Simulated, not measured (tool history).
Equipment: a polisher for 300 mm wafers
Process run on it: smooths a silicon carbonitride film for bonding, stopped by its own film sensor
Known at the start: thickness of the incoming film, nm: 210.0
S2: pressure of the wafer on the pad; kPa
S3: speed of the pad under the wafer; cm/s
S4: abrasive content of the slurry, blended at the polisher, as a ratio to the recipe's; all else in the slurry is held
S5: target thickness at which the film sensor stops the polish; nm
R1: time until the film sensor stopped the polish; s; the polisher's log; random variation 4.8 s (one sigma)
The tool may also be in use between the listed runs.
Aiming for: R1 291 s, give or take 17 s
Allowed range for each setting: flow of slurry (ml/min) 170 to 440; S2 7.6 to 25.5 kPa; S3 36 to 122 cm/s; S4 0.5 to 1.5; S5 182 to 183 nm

{"run": 1, "hour": 0.0, "flow of slurry (ml/min)": 280, "S2": 16.5, "S3": 78, "S4": 1, "S5": 183, "R1": 139.4}
{"run": 2, "hour": 7.5, "flow of slurry (ml/min)": 315, "S2": 16.5, "S3": 78, "S4": 1, "S5": 183, "R1": 133.98}
{"run": 3, "hour": 12.6, "flow of slurry (ml/min)": 345, "S2": 16.5, "S3": 78, "S4": 1, "S5": 183, "R1": 136.85}
{"run": 4, "hour": 14.5, "flow of slurry (ml/min)": 345, "S2": 16.5, "S3": 78, "S4": 0.9, "S5": 183, "R1": 145.09}
{"run": 5, "hour": 23.6, "flow of slurry (ml/min)": 345, "S2": 19.3, "S3": 78, "S4": 0.9, "S5": 183, "R1": 129.79}
{"run": 6, "hour": 25.5, "flow of slurry (ml/min)": 345, "S2": 17.9, "S3": 74, "S4": 0.9, "S5": 183, "R1": 136.31}
{"run": 7, "hour": 30.2, "flow of slurry (ml/min)": 345, "S2": 17.2, "S3": 70, "S4": 0.85, "S5": 183, "R1": 150.18}
{"run": 8, "hour": 38.6, "flow of slurry (ml/min)": 345, "S2": 16.5, "S3": 66, "S4": 0.85, "S5": 183, "R1": 158.48}
{"run": 9, "hour": 42.2, "flow of slurry (ml/min)": 345, "S2": 16.5, "S3": 66, "S4": 0.85, "S5": 183, "R1": 163.59}
{"run": 10, "hour": 49.0, "flow of slurry (ml/min)": 345, "S2": 15.9, "S3": 64, "S4": 0.85, "S5": 183, "R1": 169.05}
{"run": 11, "hour": 51.7, "flow of slurry (ml/min)": 345, "S2": 15.2, "S3": 62, "S4": 0.85, "S5": 183, "R1": 176.53}
{"run": 12, "hour": 57.4, "flow of slurry (ml/min)": 345, "S2": 14.5, "S3": 60, "S4": 0.85, "S5": 183, "R1": 193.41}
{"run": 13, "hour": 65.8, "flow of slurry (ml/min)": 345, "S2": 13.8, "S3": 60, "S4": 0.85, "S5": 183, "R1": 197.1}
{"run": 14, "hour": 72.9, "flow of slurry (ml/min)": 345, "S2": 13.1, "S3": 58, "S4": 0.85, "S5": 183, "R1": 207.4}
{"run": 15, "hour": 80.8, "flow of slurry (ml/min)": 345, "S2": 12.4, "S3": 56, "S4": 0.85, "S5": 183, "R1": 225.44}
{"run": 16, "hour": 85.8, "flow of slurry (ml/min)": 345, "S2": 8.3, "S3": 54, "S4": 0.85, "S5": 183, "R1": 323.19}
{"hour": 89.1, "done": "head pressure recalibrated"}
{"run": 17, "hour": 89.1, "flow of slurry (ml/min)": 345, "S2": 9, "S3": 54, "S4": 0.85, "S5": 183, "R1": 271.44}

Exactly one of the 5 candidate moves below puts every result within its allowed miss. Which one?
{"run": "A", "hour": 92.4, "flow of slurry (ml/min)": 340, "S2": 11.7, "S3": 40, "S4": 0.95, "S5": 183, "R1": "?"}
{"run": "B", "hour": 92.4, "flow of slurry (ml/min)": 340, "S2": 8.3, "S3": 50, "S4": 0.75, "S5": 182, "R1": "?"}
{"run": "C", "hour": 92.4, "flow of slurry (ml/min)": 330, "S2": 7.6, "S3": 48, "S4": 0.8, "S5": 182, "R1": "?"}
{"run": "D", "hour": 92.4, "flow of slurry (ml/min)": 360, "S2": 9.7, "S3": 52, "S4": 0.95, "S5": 183, "R1": "?"}
{"run": "E", "hour": 92.4, "flow of slurry (ml/min)": 365, "S2": 7.6, "S3": 60, "S4": 0.85, "S5": 182, "R1": "?"}

move=A R1=244.65
move=B R1=331.27
move=C R1=351.12
move=D R1=247.95
move=E R1=299.46
A: misses by more than the last run did
B: takes the biggest miss from the last run beyond its target
C: takes the biggest miss from the last run beyond its target
D: misses by more than the last run did
E: in spec on every target
Move E is the one to make.
